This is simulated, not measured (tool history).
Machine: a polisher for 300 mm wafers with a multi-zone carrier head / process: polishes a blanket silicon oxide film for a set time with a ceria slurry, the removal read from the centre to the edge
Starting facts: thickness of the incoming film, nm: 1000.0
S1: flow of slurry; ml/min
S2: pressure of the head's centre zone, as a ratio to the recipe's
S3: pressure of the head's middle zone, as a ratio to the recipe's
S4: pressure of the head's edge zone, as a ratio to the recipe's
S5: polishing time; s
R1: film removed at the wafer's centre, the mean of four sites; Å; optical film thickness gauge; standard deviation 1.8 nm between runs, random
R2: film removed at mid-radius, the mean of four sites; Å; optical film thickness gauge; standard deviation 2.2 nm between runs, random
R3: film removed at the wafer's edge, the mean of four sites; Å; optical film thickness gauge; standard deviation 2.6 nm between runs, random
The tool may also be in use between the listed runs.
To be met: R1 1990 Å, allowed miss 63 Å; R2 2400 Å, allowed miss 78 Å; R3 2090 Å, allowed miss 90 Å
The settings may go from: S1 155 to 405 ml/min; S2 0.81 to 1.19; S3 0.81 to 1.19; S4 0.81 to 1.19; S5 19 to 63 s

run    day   S1    S2    S3    S4  S5      R1      R2      R3
  1      0  260     1     1     1  41  2080.4    2003  1980.6
  2  0.212  260     1     1  1.08  41  2069.2  1981.7    2090
  3  0.562  265  0.99  1.03  1.08  41  2054.8  2056.6  2035.8
  4  0.896  265  0.96  1.03  1.08  41  1995.1  2015.9  1993.8
  5  1.242  255  0.95  1.05   1.1  42  2029.8  2123.8  2121.6
  6  1.546  255  1.03  1.05   1.1  42  2205.6  2126.4  2102.6
  7  1.575  255  1.01  1.07  1.11  42  2112.9  2134.5  2125.8
  8  1.879  260     1  1.09  1.11  42  2111.7  2172.4  2053.8
  9  2.225  255  0.98   1.1  1.12  42    2078  2172.1    2186
 10  2.567  255  0.98   1.1  1.12  42  2106.8  2196.8  2126.8

Pick the move, out of 4, that brings all results within their allowed miss; only one does.
  A  2.908  230  1.04  1.04  1.07  44   ?   ?   ?
  B  2.908  270  0.99  1.01  1.15  41   ?   ?   ?
  C  2.908  280  1.02  1.19  1.14  41   ?   ?   ?
  D  2.908  275  0.93  1.19   1.1  42   ?   ?   ?

move      R1      R2      R3
   A  2267.9  2157.5  2125.6
   B  2053.3    1999  2073.2
   C  2127.8  2308.9  2066.4
   D  1981.8    2362  2081.3
A: lands further from the targets than the last run did
B: lands further from the targets than the last run did
C: gains on the last run, yet a result remains outside its allowed miss
D: every result lands within tolerance
D is the move that brings every result within its allowed miss.
